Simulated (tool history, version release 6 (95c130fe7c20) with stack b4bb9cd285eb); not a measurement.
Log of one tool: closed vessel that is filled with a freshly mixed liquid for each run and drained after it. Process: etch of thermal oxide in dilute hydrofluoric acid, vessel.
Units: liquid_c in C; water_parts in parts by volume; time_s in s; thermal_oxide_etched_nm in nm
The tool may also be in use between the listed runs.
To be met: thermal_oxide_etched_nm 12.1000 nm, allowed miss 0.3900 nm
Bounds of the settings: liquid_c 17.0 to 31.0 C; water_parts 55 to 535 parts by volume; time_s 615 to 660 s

| run | hour | liquid_c | water_parts | time_s | thermal_oxide_etched_nm |
|---|---|---|---|---|---|
| 1 | 0.0 | 23.0 | 295 | 615 | 7.5978 |
| 2 | 3.9 | 20.5 | 295 | 615 | 6.8363 |
| 3 | 6.2 | 22.0 | 295 | 615 | 7.3518 |
| 4 | 7.2 | 22.0 | 380 | 615 | 5.2419 |
| 5 | 15.8 | 22.0 | 380 | 615 | 5.2282 |
| 6 | 23.5 | 22.0 | 380 | 615 | 5.1620 |
| 7 | 28.8 | 23.0 | 360 | 615 | 5.7545 |
| 8 | 37.3 | 24.0 | 340 | 615 | 6.4680 |

5 next moves are on the table. One of them brings every result within its allowed miss. Which?
| A | 45.8 | 24.0 | 210 | 660 | ? |
| B | 45.8 | 24.0 | 235 | 660 | ? |
| C | 45.8 | 27.0 | 240 | 660 | ? |
| D | 45.8 | 25.5 | 205 | 660 | ? |
| E | 45.8 | 25.0 | 245 | 660 | ? |

| move | thermal_oxide_etched_nm |
|---|---|
| A | 12.7470 |
| B | 11.0960 |
| C | 12.0200 |
| D | 13.8680 |
| E | 10.9170 |
A: takes the result that was furthest off past its target
B: nearer than the last run, and not there yet
C: meets every target
D: takes the result that was furthest off past its target
E: nearer than the last run, and not there yet
The right move is C.

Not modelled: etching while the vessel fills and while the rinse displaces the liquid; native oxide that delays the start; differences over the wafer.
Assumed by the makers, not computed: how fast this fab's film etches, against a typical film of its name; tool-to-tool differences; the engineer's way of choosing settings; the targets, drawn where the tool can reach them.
